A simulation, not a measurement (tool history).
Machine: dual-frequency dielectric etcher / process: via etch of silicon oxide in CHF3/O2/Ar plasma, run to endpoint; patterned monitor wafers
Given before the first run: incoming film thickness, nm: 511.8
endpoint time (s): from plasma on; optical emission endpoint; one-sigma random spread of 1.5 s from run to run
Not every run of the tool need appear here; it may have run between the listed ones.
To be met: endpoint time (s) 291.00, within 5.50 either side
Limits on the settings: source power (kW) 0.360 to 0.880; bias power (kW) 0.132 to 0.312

run,hour,source power (kW),bias power (kW),endpoint time (s)
1,0.0,0.620,0.222,241.49
2,5.3,0.620,0.205,251.28
3,12.9,0.600,0.204,253.82
4,18.4,0.560,0.204,261.77
5,26.7,0.560,0.219,257.33
6,29.2,0.650,0.219,241.33
7,31.3,0.620,0.217,247.90
8,35.2,0.600,0.215,248.30
9,37.4,0.580,0.214,253.08
10,40.3,0.560,0.213,257.71
11,48.3,0.540,0.212,261.84
12,56.1,0.530,0.211,261.49
13,63.4,0.520,0.209,267.04
14,66.4,0.390,0.202,305.81

Which of these 5 next moves meets every target?
A,69.4,0.490,0.163,?
B,69.4,0.420,0.208,?
C,69.4,0.480,0.199,?
D,69.4,0.380,0.254,?
E,69.4,0.390,0.203,?

move,endpoint time (s)
A,303.43
B,293.36
C,282.54
D,281.76
E,305.64
A: moves toward the targets from the last run without getting all of them in spec
B: meets every target
C: takes the biggest miss from the last run beyond its target
D: takes the biggest miss from the last run beyond its target
E: about the same distance from the targets as the last run
The move that meets every target is B.
